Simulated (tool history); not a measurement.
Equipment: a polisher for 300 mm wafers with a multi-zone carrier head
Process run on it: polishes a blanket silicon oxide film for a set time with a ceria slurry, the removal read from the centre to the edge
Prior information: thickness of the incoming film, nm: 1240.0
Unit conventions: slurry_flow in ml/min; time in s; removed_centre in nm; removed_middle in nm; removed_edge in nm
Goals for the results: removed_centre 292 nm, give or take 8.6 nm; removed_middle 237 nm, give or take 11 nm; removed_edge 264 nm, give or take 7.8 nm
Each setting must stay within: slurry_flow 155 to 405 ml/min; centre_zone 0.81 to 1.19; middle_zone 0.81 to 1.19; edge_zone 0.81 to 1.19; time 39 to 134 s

| run | hour | slurry_flow | centre_zone | middle_zone | edge_zone | time | removed_centre | removed_middle | removed_edge |
|---|---|---|---|---|---|---|---|---|---|
| 1 | 0 | 260 | 1 | 1 | 1 | 86 | 355.54 | 347.57 | 352.93 |
| 2 | 4.6 | 255 | 1.01 | 0.96 | 0.97 | 81 | 335.96 | 319.91 | 327.32 |
| 3 | 10.3 | 250 | 1.03 | 0.93 | 0.96 | 77 | 322.88 | 288.3 | 313.06 |
| 4 | 14.9 | 250 | 1.07 | 0.93 | 0.96 | 77 | 338.19 | 294.73 | 308.22 |
| 5 | 22.5 | 250 | 1.13 | 0.93 | 0.96 | 77 | 358.18 | 300.15 | 307.73 |
| 6 | 26.9 | 250 | 1.08 | 0.93 | 0.96 | 77 | 335.87 | 288.44 | 309.84 |
| 7 | 30.7 | 245 | 1.08 | 0.92 | 0.93 | 75 | 327.48 | 286.21 | 292.7 |
| 8 | 35.2 | 240 | 1.08 | 0.89 | 0.92 | 74 | 326.3 | 275.73 | 288.99 |
| 9 | 38.5 | 235 | 1.07 | 0.87 | 0.91 | 72 | 311.89 | 258.66 | 283.71 |
| 10 | 47.1 | 235 | 1.07 | 0.87 | 0.91 | 72 | 313.11 | 254.09 | 279.54 |
| 11 | 55.1 | 225 | 1.06 | 0.86 | 0.9 | 72 | 305.27 | 255.79 | 281.42 |
| 12 | 63.9 | 225 | 1.06 | 0.85 | 0.89 | 71 | 299.9 | 252.71 | 266.94 |

Exactly one of the 5 candidate moves below puts every result within its allowed miss. Which one?
| A | 72.7 | 190 | 1 | 0.96 | 0.81 | 69 | ? | ? | ? |
| B | 72.7 | 160 | 1.06 | 0.84 | 0.88 | 72 | ? | ? | ? |
| C | 72.7 | 240 | 1.06 | 0.81 | 0.92 | 71 | ? | ? | ? |
| D | 72.7 | 210 | 1.01 | 0.81 | 0.98 | 72 | ? | ? | ? |
| E | 72.7 | 255 | 1.1 | 0.81 | 1 | 64 | ? | ? | ? |

| move | removed_centre | removed_middle | removed_edge |
|---|---|---|---|
| A | 274.27 | 264.32 | 248.23 |
| B | 295.48 | 241.15 | 264.64 |
| C | 308.19 | 242.79 | 276.6 |
| D | 292.75 | 242.57 | 285.73 |
| E | 290.4 | 220.17 | 260.61 |
A: moves away from the targets compared with the last run
B: hits every target within its allowed miss
C: the furthest-off result lands on target, but another misses its tolerance
D: the furthest-off result lands on target, but another misses its tolerance
E: the result that was furthest off in the last run now lies on the other side of its target
Move B is the one to make.
